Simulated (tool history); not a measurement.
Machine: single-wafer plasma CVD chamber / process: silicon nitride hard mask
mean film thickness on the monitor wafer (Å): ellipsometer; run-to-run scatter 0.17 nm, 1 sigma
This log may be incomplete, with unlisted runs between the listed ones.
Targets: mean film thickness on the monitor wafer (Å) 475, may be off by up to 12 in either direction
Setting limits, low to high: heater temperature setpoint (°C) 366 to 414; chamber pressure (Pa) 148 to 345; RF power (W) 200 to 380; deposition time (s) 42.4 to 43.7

| run | day | heater temperature setpoint (°C) | chamber pressure (Pa) | RF power (W) | deposition time (s) | mean film thickness on the monitor wafer (Å) |
|---|---|---|---|---|---|---|
| 1 | 0 | 390 | 247 | 290 | 42.4 | 539.89 |
| 2 | 0.258 | 390 | 247 | 290 | 42.4 | 536.04 |
| 3 | 0.304 | 390 | 247 | 325 | 42.4 | 587.62 |
| 4 | 0.508 | 382 | 247 | 325 | 42.4 | 589.36 |
| 5 | 0.683 | 382 | 247 | 325 | 43.7 | 609.79 |
| 6 | 0.962 | 382 | 247 | 300 | 43.7 | 571.83 |
| 7 | 1.1 | 382 | 236 | 290 | 43.6 | 550.62 |
| 8 | 1.433 | 382 | 187 | 250 | 43.2 | 451.19 |
| 9 | 1.612 | 382 | 191 | 250 | 43.2 | 454.47 |
| 10 | 1.662 | 382 | 195 | 250 | 43.2 | 456.3 |
| 11 | 1.783 | 382 | 199 | 250 | 43.2 | 459.05 |
| 12 | 1.858 | 382 | 201 | 250 | 43.2 | 460.79 |

Next run, 4 choices. One meets every target within its allowed miss, the rest don't. Which?
| A | 1.933 | 402 | 199 | 255 | 43.7 | ? |
| B | 1.933 | 385 | 169 | 250 | 43.2 | ? |
| C | 1.933 | 388 | 191 | 250 | 42.4 | ? |
| D | 1.933 | 376 | 183 | 250 | 43.2 | ? |

| move | mean film thickness on the monitor wafer (Å) |
|---|---|
| A | 469.47 |
| B | 440.83 |
| C | 445.58 |
| D | 450.98 |
A: all results in spec
B: further off than the last run
C: further off than the last run
D: further off than the last run
A meets every target.
